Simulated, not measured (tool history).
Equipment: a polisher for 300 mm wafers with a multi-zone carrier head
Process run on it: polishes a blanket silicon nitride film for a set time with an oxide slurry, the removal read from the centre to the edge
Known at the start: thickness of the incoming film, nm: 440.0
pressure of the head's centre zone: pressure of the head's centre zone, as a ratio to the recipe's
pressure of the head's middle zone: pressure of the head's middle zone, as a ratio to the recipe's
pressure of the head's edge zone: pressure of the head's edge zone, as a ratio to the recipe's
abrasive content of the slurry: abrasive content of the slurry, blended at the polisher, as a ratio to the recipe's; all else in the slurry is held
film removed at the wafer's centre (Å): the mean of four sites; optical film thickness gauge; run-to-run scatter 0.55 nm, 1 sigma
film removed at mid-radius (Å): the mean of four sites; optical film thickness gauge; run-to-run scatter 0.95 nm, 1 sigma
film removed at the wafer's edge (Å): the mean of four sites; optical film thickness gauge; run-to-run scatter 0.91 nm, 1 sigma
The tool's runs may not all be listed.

| run | hour | flow of slurry (ml/min) | pressure of the head's centre zone | pressure of the head's middle zone | pressure of the head's edge zone | abrasive content of the slurry | polishing time (s) | film removed at the wafer's centre (Å) | film removed at mid-radius (Å) | film removed at the wafer's edge (Å) |
|---|---|---|---|---|---|---|---|---|---|---|
| 1 | 0 | 165 | 1 | 1 | 1 | 1 | 89 | 909.46 | 896.1 | 929.17 |
| 2 | 8.9 | 165 | 0.95 | 1 | 1 | 1 | 89 | 873.01 | 904.95 | 927.09 |
| 3 | 11.5 | 165 | 0.96 | 1 | 0.97 | 1 | 89 | 876.32 | 902.57 | 911.32 |
| 4 | 14.8 | 165 | 0.97 | 1 | 0.95 | 1 | 89 | 885.77 | 890.55 | 906.59 |
| 5 | 16.3 | 165 | 0.97 | 1 | 0.95 | 0.85 | 89 | 838.03 | 839.18 | 856.89 |
| 6 | 18.3 | 165 | 0.97 | 1 | 0.95 | 0.85 | 70 | 657.47 | 682.02 | 687.2 |
| 7 | 21.4 | 175 | 0.99 | 1.02 | 0.96 | 0.85 | 70 | 685.99 | 684.57 | 679.87 |

Estimate the outcome of run 8 from the log above:
|  | 24.5 | slurry nozzle cleaned |
| 8 | 24.5 | 180 | 1 | 1.03 | 0.97 | 0.9 | 70 | ? | ? | ? |

{"run 8": {"film removed at the wafer's centre (Å)": 745.14, "film removed at mid-radius (Å)": 746.5, "film removed at the wafer's edge (Å)": 737.74}}
